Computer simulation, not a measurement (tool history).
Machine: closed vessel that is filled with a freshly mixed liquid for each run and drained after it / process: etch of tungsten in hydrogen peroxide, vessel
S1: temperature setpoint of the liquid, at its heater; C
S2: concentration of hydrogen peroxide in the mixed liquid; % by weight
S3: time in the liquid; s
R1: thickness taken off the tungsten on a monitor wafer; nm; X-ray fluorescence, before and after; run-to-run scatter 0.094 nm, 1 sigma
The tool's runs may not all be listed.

Run 1, hour 0.0: S1 49.0 C, S2 25.5 % by weight, S3 30 s. Result: R1 23.950 nm.
Run 2, hour 0.9: S1 49.0 C, S2 21.5 % by weight, S3 30 s. Result: R1 22.297 nm.
Run 3, hour 2.7: S1 55.5 C, S2 21.5 % by weight, S3 30 s. Result: R1 32.759 nm.
Run 4, hour 4.8: S1 50.5 C, S2 21.5 % by weight, S3 30 s. Result: R1 24.304 nm.
Run 5, hour 7.8: S1 46.0 C, S2 21.5 % by weight, S3 30 s. Result: R1 18.202 nm.
Run 6, hour 14.6: S1 46.0 C, S2 19.5 % by weight, S3 30 s. Result: R1 17.492 nm.

Run 7, settings as shown, results not yet in. Your forecast:
Run 7, hour 21.9: S1 46.0 C, S2 19.5 % by weight, S3 30 s. Result: R1 ?.

Run 7 measured R1 17.329 nm.
